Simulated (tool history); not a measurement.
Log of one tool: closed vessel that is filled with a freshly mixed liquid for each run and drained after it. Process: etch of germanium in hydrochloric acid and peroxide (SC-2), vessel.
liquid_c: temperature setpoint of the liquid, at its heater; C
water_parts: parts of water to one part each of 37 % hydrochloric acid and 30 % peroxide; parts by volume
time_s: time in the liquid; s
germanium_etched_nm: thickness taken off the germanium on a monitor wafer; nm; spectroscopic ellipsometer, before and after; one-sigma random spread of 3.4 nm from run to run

Run 1, hour 0: liquid_c 64 C, water_parts 9 parts by volume, time_s 105 s. Result: germanium_etched_nm 452.17 nm.
Run 2, hour 6.4: liquid_c 65 C, water_parts 8.5 parts by volume, time_s 105 s. Result: germanium_etched_nm 465.18 nm.
Run 3, hour 9.4: liquid_c 65 C, water_parts 8.5 parts by volume, time_s 105 s. Result: germanium_etched_nm 468.92 nm.
Run 4, hour 12.3: liquid_c 66 C, water_parts 8.5 parts by volume, time_s 105 s. Result: germanium_etched_nm 487.23 nm.
Run 5, hour 19.6: liquid_c 66 C, water_parts 11 parts by volume, time_s 105 s. Result: germanium_etched_nm 472.59 nm.
Run 6, hour 23.8: liquid_c 67 C, water_parts 11 parts by volume, time_s 105 s. Result: germanium_etched_nm 481.32 nm.

Run 7, settings as shown, results not yet in. Your forecast:
Run 7, hour 28.7: liquid_c 67 C, water_parts 11 parts by volume, time_s 105 s. Result: germanium_etched_nm ?.

{"run 7": {"germanium_etched_nm": 479.6}}
